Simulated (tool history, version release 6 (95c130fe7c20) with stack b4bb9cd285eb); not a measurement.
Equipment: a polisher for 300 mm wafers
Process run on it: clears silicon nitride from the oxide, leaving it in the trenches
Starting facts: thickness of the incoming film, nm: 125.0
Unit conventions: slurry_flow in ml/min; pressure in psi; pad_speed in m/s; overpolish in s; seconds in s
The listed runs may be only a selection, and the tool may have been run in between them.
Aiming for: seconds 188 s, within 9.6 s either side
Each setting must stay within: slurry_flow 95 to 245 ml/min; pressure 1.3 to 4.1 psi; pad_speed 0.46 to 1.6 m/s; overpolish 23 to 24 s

run	hour	slurry_flow	pressure	pad_speed	overpolish	seconds
1	0	155	2.7	1.02	23	135.09
2	8.7	155	2.7	0.92	23	137.71
3	10.3	155	2.5	0.92	23	149.76
4	13.7	125	2.5	0.92	23	154.87
5	16	140	2.5	0.92	23	152.97
6	18	140	2.4	0.92	23	156.26
7	24.2	140	2.3	0.92	23	163.66
8	32.3	140	2.2	0.92	23	173.58

Which of these 4 next moves meets every target?
A	40.4	140	2	0.92	23	?
B	40.4	130	2.2	1.16	24	?
C	40.4	140	1.5	1.3	24	?
D	40.4	100	1.9	1.34	23	?

move	seconds
A	189.96
B	153.15
C	201.98
D	172.11
A: meets every target
B: lands further from the targets than the last run did
C: takes the biggest miss from the last run beyond its target
D: lands further from the targets than the last run did
A is the move that brings every result within its allowed miss.
